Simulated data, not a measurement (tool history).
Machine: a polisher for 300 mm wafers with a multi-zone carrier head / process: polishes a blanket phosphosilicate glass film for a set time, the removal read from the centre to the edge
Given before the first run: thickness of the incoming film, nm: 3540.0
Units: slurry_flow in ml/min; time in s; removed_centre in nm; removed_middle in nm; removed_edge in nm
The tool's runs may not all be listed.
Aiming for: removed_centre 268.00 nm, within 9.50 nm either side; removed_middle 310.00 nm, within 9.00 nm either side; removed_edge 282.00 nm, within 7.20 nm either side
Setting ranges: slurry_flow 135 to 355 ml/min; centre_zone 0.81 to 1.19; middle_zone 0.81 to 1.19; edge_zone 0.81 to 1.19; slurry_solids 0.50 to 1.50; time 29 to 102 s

run	hour	slurry_flow	centre_zone	middle_zone	edge_zone	slurry_solids	time	removed_centre	removed_middle	removed_edge
1	0.0	225	1.00	1.00	1.00	1.00	65	432.61	437.25	446.24
2	1.0	220	0.98	1.01	0.96	0.85	62	364.75	383.99	376.83
3	3.1	215	0.96	1.01	0.92	0.75	62	324.34	340.75	338.35
4	8.1	210	0.95	1.03	0.89	0.70	62	299.45	322.72	311.67
5	16.5	195	0.94	1.05	0.88	0.70	62	293.26	332.92	309.84
6	24.3	190	0.93	1.05	0.86	0.70	62	286.90	331.31	304.47
7	28.5	185	0.93	1.05	0.85	0.70	62	287.09	325.64	301.60
8	30.7	185	0.93	1.05	0.84	0.70	62	289.00	331.33	300.67

Next run, 4 choices. One meets every target within its allowed miss, the rest don't. Which?
A	32.9	140	0.82	1.14	0.81	0.75	66	?	?	?
B	32.9	200	0.92	0.90	1.01	0.60	72	?	?	?
C	32.9	195	0.95	1.09	0.89	0.65	60	?	?	?
D	32.9	205	0.99	1.13	0.81	0.75	56	?	?	?

move	removed_centre	removed_middle	removed_edge
A	265.34	371.66	319.48
B	288.86	292.46	333.22
C	267.64	308.07	281.61
D	296.86	337.61	286.64
A: moves away from the targets compared with the last run
B: moves away from the targets compared with the last run
C: in spec on every target
D: corrects the largest miss of the last run, while another result sits out of spec
Correct choice: C, which meets every target
